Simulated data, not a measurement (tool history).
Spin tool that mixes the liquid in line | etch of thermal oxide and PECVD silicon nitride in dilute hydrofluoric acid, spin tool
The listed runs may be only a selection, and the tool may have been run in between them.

run	hour	temperature setpoint of the liquid (°C)	parts of water to one part of 49 % hydrofluoric acid (parts by volume)	time under the liquid (s)	thickness taken off the thermal oxide on a monitor wafer (Å)	thickness taken off the PECVD silicon nitride on a monitor wafer (Å)
1	0	26	50	40	46.486	27.426
2	1.9	26	50	55	63.245	37.449
3	3.3	26	65	55	48.006	29.59
4	11.8	26	55	55	57.252	34.313
5	13.3	26	70	55	44.426	27.43
6	16.2	23	70	55	39.151	22.377
7	22.7	25	55	55	54.74	32.483
8	29.9	26.5	45	55	72.574	43.927
9	37.9	29	25	55	149.5	89.208
10	39	28	25	55	141.33	86.928
11	41.5	24	25	55	120.74	64.95
12	48.7	25	30	55	104.8	58.438
13	54.5	25	30	55	103.95	59.774
14	62.6	25.5	30	55	107.26	61.34

Run 15 is up next; what results do you expect?
15	63.9	26	30	55	?	?

Run 15 measured thickness taken off the thermal oxide on a monitor wafer (Å) 109.2, thickness taken off the PECVD silicon nitride on a monitor wafer (Å) 62.722.

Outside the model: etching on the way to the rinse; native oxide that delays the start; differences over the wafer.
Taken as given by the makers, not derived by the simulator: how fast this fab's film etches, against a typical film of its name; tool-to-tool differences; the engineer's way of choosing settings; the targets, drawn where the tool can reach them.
